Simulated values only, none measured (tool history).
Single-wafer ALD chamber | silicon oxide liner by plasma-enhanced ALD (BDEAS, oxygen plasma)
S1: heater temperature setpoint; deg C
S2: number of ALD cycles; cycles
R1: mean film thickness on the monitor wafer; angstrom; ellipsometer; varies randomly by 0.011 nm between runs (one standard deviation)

Run 1, day 0.000: S1 315 deg C, S2 54 cycles. Result: R1 51.444 angstrom.
Run 2, day 0.375: S1 316 deg C, S2 52 cycles. Result: R1 49.729 angstrom.
Run 3, day 0.708: S1 316 deg C, S2 55 cycles. Result: R1 52.385 angstrom.
Run 4, day 0.842: S1 316 deg C, S2 49 cycles. Result: R1 46.370 angstrom.
Run 5, day 1.008: S1 327 deg C, S2 49 cycles. Result: R1 45.942 angstrom.
Run 6, day 1.271: S1 327 deg C, S2 55 cycles. Result: R1 51.864 angstrom.
Run 7, day 1.492: S1 327 deg C, S2 53 cycles. Result: R1 49.569 angstrom.

Expected results for the next run?
Run 8, day 1.775: S1 327 deg C, S2 52 cycles. Result: R1 ?.

{"run 8": {"R1": 48.926}}

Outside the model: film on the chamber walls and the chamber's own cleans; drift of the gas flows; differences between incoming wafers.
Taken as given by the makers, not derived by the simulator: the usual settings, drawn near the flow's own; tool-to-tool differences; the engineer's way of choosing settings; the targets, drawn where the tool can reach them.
